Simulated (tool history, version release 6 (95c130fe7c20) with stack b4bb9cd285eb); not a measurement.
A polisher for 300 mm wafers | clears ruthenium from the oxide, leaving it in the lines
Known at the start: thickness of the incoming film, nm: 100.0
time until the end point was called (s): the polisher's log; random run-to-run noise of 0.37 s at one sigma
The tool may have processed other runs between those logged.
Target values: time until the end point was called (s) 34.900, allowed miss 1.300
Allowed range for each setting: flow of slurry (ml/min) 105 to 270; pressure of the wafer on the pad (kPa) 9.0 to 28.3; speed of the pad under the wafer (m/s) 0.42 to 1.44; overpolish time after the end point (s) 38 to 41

run,day,flow of slurry (ml/min),pressure of the wafer on the pad (kPa),speed of the pad under the wafer (m/s),overpolish time after the end point (s),time until the end point was called (s)
1,0.000,175,18.6,0.92,38,62.797
2,0.254,175,15.2,0.92,38,77.362
3,0.429,150,15.2,0.92,38,76.738
4,0.504,150,12.4,0.92,38,95.532
5,0.667,150,12.4,0.80,38,107.520
6,0.792,150,12.4,1.02,38,86.946
7,0.838,150,13.8,1.02,38,78.416
8,1.208,150,15.2,1.02,38,71.277

Which single option among these 4 for the next run brings every result within its allowed miss of target? Just one does.
A,1.579,115,24.8,1.34,40,?
B,1.579,165,24.8,1.42,38,?
C,1.579,140,24.1,1.44,41,?
D,1.579,115,25.5,1.40,38,?

move,time until the end point was called (s)
A,35.534
B,32.119
C,33.206
D,33.142
A: hits every target within its allowed miss
B: moves the result that the last run missed by most past its target, out the other side
C: moves the result that the last run missed by most past its target, out the other side
D: moves the result that the last run missed by most past its target, out the other side
The move that meets every target is A.

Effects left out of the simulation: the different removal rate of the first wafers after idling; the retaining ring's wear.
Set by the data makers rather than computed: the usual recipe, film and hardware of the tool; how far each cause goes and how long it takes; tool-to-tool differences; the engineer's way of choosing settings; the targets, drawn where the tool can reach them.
